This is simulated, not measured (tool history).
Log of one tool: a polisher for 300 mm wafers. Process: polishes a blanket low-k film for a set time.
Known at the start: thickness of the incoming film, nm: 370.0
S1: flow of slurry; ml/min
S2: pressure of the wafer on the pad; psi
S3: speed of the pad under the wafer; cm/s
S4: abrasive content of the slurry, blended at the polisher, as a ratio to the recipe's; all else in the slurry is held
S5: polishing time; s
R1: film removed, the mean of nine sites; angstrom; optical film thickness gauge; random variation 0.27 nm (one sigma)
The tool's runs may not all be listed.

run,day,S1,S2,S3,S4,S5,R1
1,0,315,1.2,124,1,53,144.73
2,0.25,315,1.2,124,1,53,145.64
3,0.617,270,1.2,124,1,53,143.15
4,0.646,270,1.2,124,1,48,128.94
5,0.842,200,1.2,124,1,48,128.79
6,1.15,200,1.2,144,1,48,140.46
7,1.325,200,1.3,144,1,48,154.84

Run 8 comes next. What will it give?
8,1.692,205,1.5,146,1,48,?

R1: 178.48 angstrom
